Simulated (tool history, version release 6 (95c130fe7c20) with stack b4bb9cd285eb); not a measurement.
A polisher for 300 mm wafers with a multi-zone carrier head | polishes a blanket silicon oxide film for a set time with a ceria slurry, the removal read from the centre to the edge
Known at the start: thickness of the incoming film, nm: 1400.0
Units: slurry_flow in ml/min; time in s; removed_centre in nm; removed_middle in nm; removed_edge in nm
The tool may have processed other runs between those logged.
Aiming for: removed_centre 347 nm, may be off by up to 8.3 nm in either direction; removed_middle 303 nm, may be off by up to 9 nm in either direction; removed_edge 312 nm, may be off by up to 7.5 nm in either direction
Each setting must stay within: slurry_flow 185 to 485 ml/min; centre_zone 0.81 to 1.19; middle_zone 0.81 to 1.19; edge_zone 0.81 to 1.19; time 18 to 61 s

{"run": 1, "hour": 0.0, "slurry_flow": 310, "centre_zone": 1, "middle_zone": 1, "edge_zone": 1, "time": 39, "removed_centre": 225.95, "removed_middle": 246.96, "removed_edge": 248.5}
{"run": 2, "hour": 7.5, "slurry_flow": 310, "centre_zone": 1, "middle_zone": 1, "edge_zone": 0.92, "time": 39, "removed_centre": 225.08, "removed_middle": 252.39, "removed_edge": 238.59}
{"run": 3, "hour": 15.3, "slurry_flow": 310, "centre_zone": 1, "middle_zone": 1, "edge_zone": 0.92, "time": 34, "removed_centre": 197.57, "removed_middle": 217.94, "removed_edge": 208.08}
{"run": 4, "hour": 23.0, "slurry_flow": 335, "centre_zone": 1.05, "middle_zone": 0.99, "edge_zone": 0.95, "time": 37, "removed_centre": 226.08, "removed_middle": 233.12, "removed_edge": 233.4}
{"run": 5, "hour": 24.9, "slurry_flow": 350, "centre_zone": 1.09, "middle_zone": 0.98, "edge_zone": 0.94, "time": 40, "removed_centre": 254.93, "removed_middle": 250.22, "removed_edge": 248.6}
{"run": 6, "hour": 30.1, "slurry_flow": 350, "centre_zone": 1.09, "middle_zone": 0.98, "edge_zone": 0.94, "time": 49, "removed_centre": 311.6, "removed_middle": 311.76, "removed_edge": 305.21}
{"run": 7, "hour": 39.0, "slurry_flow": 360, "centre_zone": 1.11, "middle_zone": 0.97, "edge_zone": 0.94, "time": 49, "removed_centre": 316.22, "removed_middle": 301.99, "removed_edge": 303.9}
{"hour": 47.2, "done": "centre zone pressure recalibrated"}
{"run": 8, "hour": 47.2, "slurry_flow": 365, "centre_zone": 1.13, "middle_zone": 0.97, "edge_zone": 0.95, "time": 49, "removed_centre": 361.78, "removed_middle": 309.66, "removed_edge": 310.92}

Exercise: of the 4 proposed moves below, exactly one satisfies all targets within the stated allowed misses. Which move is it?
{"run": "A", "hour": 55.4, "slurry_flow": 390, "centre_zone": 1.16, "middle_zone": 1.02, "edge_zone": 0.95, "time": 49, "removed_centre": "?", "removed_middle": "?", "removed_edge": "?"}
{"run": "B", "hour": 55.4, "slurry_flow": 325, "centre_zone": 1.06, "middle_zone": 0.91, "edge_zone": 0.89, "time": 51, "removed_centre": "?", "removed_middle": "?", "removed_edge": "?"}
{"run": "C", "hour": 55.4, "slurry_flow": 475, "centre_zone": 1.09, "middle_zone": 1.04, "edge_zone": 0.98, "time": 45, "removed_centre": "?", "removed_middle": "?", "removed_edge": "?"}
{"run": "D", "hour": 55.4, "slurry_flow": 335, "centre_zone": 1.09, "middle_zone": 0.85, "edge_zone": 1.04, "time": 51, "removed_centre": "?", "removed_middle": "?", "removed_edge": "?"}

move=A removed_centre=370.45 removed_middle=318.84 removed_edge=305.94
move=B removed_centre=347.58 removed_middle=298.4 removed_edge=306.77
move=C removed_centre=323.48 removed_middle=301.08 removed_edge=287.53
move=D removed_centre=358.08 removed_middle=282.47 removed_edge=331.02
A: misses by more than the last run did
B: in spec on every target
C: carries the result that was furthest off beyond its target, to the other side
D: misses by more than the last run did
Go with B: it meets all targets.

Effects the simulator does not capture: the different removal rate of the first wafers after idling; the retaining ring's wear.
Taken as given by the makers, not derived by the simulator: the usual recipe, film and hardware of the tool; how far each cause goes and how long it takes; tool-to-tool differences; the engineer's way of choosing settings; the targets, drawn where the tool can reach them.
